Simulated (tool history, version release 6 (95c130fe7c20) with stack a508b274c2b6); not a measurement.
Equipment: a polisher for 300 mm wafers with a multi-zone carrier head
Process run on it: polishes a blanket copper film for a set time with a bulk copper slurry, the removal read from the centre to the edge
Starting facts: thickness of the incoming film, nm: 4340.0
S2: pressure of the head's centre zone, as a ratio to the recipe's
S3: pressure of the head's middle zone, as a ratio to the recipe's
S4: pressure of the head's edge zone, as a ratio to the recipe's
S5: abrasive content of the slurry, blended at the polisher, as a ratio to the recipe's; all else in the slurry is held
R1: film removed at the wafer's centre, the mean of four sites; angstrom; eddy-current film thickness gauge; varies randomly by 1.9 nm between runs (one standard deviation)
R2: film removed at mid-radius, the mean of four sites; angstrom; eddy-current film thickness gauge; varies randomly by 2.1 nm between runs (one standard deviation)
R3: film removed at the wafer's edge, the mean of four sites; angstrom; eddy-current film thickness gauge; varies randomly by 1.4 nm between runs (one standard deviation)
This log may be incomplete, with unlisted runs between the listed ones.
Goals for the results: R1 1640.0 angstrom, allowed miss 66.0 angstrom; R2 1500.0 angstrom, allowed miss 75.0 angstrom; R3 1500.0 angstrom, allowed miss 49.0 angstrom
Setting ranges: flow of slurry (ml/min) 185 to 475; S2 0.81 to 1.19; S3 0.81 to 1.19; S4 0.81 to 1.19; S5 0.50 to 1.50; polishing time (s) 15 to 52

Run 1, day 0.000: flow of slurry (ml/min) 305, S2 1.00, S3 1.00, S4 1.00, S5 1.00, polishing time (s) 33. Result: R1 2080.8 angstrom, R2 2100.7 angstrom, R3 2091.5 angstrom.
Run 2, day 0.179: flow of slurry (ml/min) 305, S2 1.00, S3 0.94, S4 1.00, S5 1.00, polishing time (s) 33. Result: R1 2053.0 angstrom, R2 2015.4 angstrom, R3 2064.2 angstrom.
Run 3, day 0.283: flow of slurry (ml/min) 305, S2 1.00, S3 0.91, S4 1.00, S5 1.00, polishing time (s) 33. Result: R1 2093.2 angstrom, R2 1952.4 angstrom, R3 2071.8 angstrom.
Run 4, day 0.404: flow of slurry (ml/min) 305, S2 1.00, S3 0.91, S4 0.99, S5 0.95, polishing time (s) 32. Result: R1 1965.5 angstrom, R2 1914.1 angstrom, R3 1966.9 angstrom.
Run 5, day 0.658: flow of slurry (ml/min) 305, S2 1.01, S3 0.90, S4 0.99, S5 0.90, polishing time (s) 31. Result: R1 1914.2 angstrom, R2 1767.5 angstrom, R3 1898.9 angstrom.
Run 6, day 0.704: flow of slurry (ml/min) 305, S2 1.01, S3 0.87, S4 0.99, S5 0.90, polishing time (s) 31. Result: R1 1880.5 angstrom, R2 1735.8 angstrom, R3 1899.0 angstrom.
Run 7, day 0.817: flow of slurry (ml/min) 305, S2 1.02, S3 0.87, S4 0.97, S5 0.85, polishing time (s) 31. Result: R1 1895.7 angstrom, R2 1706.2 angstrom, R3 1863.6 angstrom.
Run 8, day 0.862: flow of slurry (ml/min) 305, S2 1.02, S3 0.88, S4 0.96, S5 0.80, polishing time (s) 31. Result: R1 1831.1 angstrom, R2 1666.2 angstrom, R3 1820.9 angstrom.

Exercise: of the 5 proposed moves below, exactly one satisfies all targets within the stated allowed misses. Which move is it?
Run A, day 0.908: flow of slurry (ml/min) 280, S2 0.91, S3 1.00, S4 0.90, S5 0.75, polishing time (s) 30. Result: R1 ?, R2 ?, R3 ?.
Run B, day 0.908: flow of slurry (ml/min) 200, S2 0.98, S3 0.85, S4 1.06, S5 0.95, polishing time (s) 35. Result: R1 ?, R2 ?, R3 ?.
Run C, day 0.908: flow of slurry (ml/min) 205, S2 0.95, S3 0.81, S4 1.02, S5 0.70, polishing time (s) 38. Result: R1 ?, R2 ?, R3 ?.
Run D, day 0.908: flow of slurry (ml/min) 365, S2 0.99, S3 1.01, S4 0.82, S5 0.95, polishing time (s) 26. Result: R1 ?, R2 ?, R3 ?.
Run E, day 0.908: flow of slurry (ml/min) 355, S2 1.00, S3 0.85, S4 0.81, S5 0.65, polishing time (s) 29. Result: R1 ?, R2 ?, R3 ?.

move      R1      R2      R3
   A  1568.5  1742.6  1664.2
   B  2005.1  1872.1  2169.8
   C  1955.7  1829.4  2141.6
   D  1614.7  1654.3  1497.3
   E  1642.6  1493.6  1504.6
A: gains on the last run, yet a result remains outside its allowed miss
B: misses by more than the last run did
C: misses by more than the last run did
D: meets the target for the result that was furthest off, but another lies outside its allowed miss
E: all results in spec
So the answer is move E, the one that meets all the targets.
